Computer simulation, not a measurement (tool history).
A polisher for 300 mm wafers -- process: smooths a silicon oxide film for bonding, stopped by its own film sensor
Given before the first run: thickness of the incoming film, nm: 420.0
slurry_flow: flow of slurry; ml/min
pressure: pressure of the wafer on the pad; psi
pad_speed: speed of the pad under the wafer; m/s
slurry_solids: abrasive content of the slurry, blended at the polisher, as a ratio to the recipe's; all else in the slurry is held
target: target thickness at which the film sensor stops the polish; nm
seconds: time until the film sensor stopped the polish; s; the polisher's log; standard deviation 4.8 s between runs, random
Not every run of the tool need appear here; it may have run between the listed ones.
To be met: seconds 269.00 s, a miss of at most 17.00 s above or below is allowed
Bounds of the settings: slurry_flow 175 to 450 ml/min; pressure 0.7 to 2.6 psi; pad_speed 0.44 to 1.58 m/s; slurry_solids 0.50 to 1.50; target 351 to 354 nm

| run | hour | slurry_flow | pressure | pad_speed | slurry_solids | target | seconds |
|---|---|---|---|---|---|---|---|
| 1 | 0.0 | 290 | 1.6 | 1.00 | 1.00 | 354 | 158.99 |
| 2 | 0.5 | 290 | 1.5 | 0.98 | 1.00 | 354 | 171.99 |
| 3 | 3.1 | 290 | 1.5 | 0.98 | 1.15 | 354 | 153.00 |
| 4 | 9.1 | 290 | 1.3 | 0.98 | 1.15 | 354 | 179.87 |
|  | 15.0 | slurry blender recalibrated |
| 5 | 15.0 | 290 | 1.3 | 0.98 | 1.15 | 354 | 146.95 |
| 6 | 20.8 | 290 | 1.3 | 0.80 | 1.15 | 354 | 168.61 |
| 7 | 27.6 | 290 | 1.2 | 0.78 | 1.10 | 353 | 191.72 |
| 8 | 31.1 | 290 | 1.1 | 0.74 | 1.10 | 353 | 221.51 |

Consider the 5 candidate settings below. Which is the only one whose results all fall within their allowed miss of target?
| A | 34.6 | 310 | 1.0 | 0.86 | 1.25 | 354 | ? |
| B | 34.6 | 285 | 0.9 | 0.64 | 1.30 | 354 | ? |
| C | 34.6 | 270 | 1.2 | 0.80 | 0.80 | 351 | ? |
| D | 34.6 | 240 | 1.1 | 1.00 | 1.20 | 351 | ? |
| E | 34.6 | 260 | 1.0 | 1.00 | 1.20 | 353 | ? |

| move | seconds |
|---|---|
| A | 192.69 |
| B | 263.86 |
| C | 233.45 |
| D | 172.53 |
| E | 180.09 |
A: lands further from the targets than the last run did
B: all results land within tolerance of their targets
C: nearer the targets than the last run, but a result is still out of spec
D: lands further from the targets than the last run did
E: lands further from the targets than the last run did
Correct choice: B, which meets every target
